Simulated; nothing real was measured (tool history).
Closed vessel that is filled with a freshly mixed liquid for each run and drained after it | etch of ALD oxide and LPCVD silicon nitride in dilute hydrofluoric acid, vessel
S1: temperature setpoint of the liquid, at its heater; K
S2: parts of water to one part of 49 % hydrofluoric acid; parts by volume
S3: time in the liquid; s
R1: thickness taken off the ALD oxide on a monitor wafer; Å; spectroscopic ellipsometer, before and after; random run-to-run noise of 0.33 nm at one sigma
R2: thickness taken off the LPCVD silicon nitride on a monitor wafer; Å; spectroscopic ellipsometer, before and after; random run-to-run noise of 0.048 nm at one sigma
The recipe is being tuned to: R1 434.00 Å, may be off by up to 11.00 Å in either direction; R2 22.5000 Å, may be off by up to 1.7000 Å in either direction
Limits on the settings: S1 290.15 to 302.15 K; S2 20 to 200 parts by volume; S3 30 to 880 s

| run | hour | S1 | S2 | S3 | R1 | R2 |
|---|---|---|---|---|---|---|
| 1 | 0.0 | 294.15 | 110 | 450 | 381.97 | 17.6670 |
| 2 | 3.9 | 294.15 | 140 | 450 | 287.51 | 14.1980 |
| 3 | 6.8 | 294.15 | 170 | 450 | 230.98 | 11.3780 |
| 4 | 13.2 | 294.15 | 200 | 450 | 192.96 | 9.7022 |
| 5 | 18.3 | 290.65 | 200 | 450 | 165.39 | 7.9694 |
| 6 | 23.3 | 290.65 | 200 | 555 | 203.79 | 9.5801 |
| 7 | 29.6 | 293.15 | 185 | 555 | 250.23 | 12.0120 |
|  | 35.5 | hydrofluoric acid flow meter replaced |
| 8 | 35.5 | 297.15 | 140 | 550 | 353.11 | 18.1580 |
| 9 | 41.0 | 297.65 | 135 | 550 | 372.98 | 19.6400 |
| 10 | 47.8 | 297.65 | 130 | 550 | 388.84 | 20.4920 |
| 11 | 56.7 | 297.65 | 125 | 550 | 404.33 | 20.6160 |
| 12 | 64.0 | 298.15 | 125 | 550 | 414.07 | 22.1450 |

Exactly one of the 5 candidate moves below puts every result within its allowed miss. Which one?
| A | 71.3 | 297.15 | 120 | 595 | ? | ? |
| B | 71.3 | 298.65 | 150 | 645 | ? | ? |
| C | 71.3 | 300.15 | 130 | 490 | ? | ? |
| D | 71.3 | 299.15 | 135 | 570 | ? | ? |
| E | 71.3 | 297.65 | 105 | 480 | ? | ? |

| move | R1 | R2 |
|---|---|---|
| A | 456.50 | 22.9610 |
| B | 404.66 | 21.9760 |
| C | 384.59 | 21.1830 |
| D | 412.28 | 22.2680 |
| E | 437.08 | 21.8400 |
A: takes the biggest miss from the last run beyond its target
B: its largest miss is bigger than the last run's
C: its largest miss is bigger than the last run's
D: its largest miss is bigger than the last run's
E: hits every target within its allowed miss
Go with E: it meets all targets.

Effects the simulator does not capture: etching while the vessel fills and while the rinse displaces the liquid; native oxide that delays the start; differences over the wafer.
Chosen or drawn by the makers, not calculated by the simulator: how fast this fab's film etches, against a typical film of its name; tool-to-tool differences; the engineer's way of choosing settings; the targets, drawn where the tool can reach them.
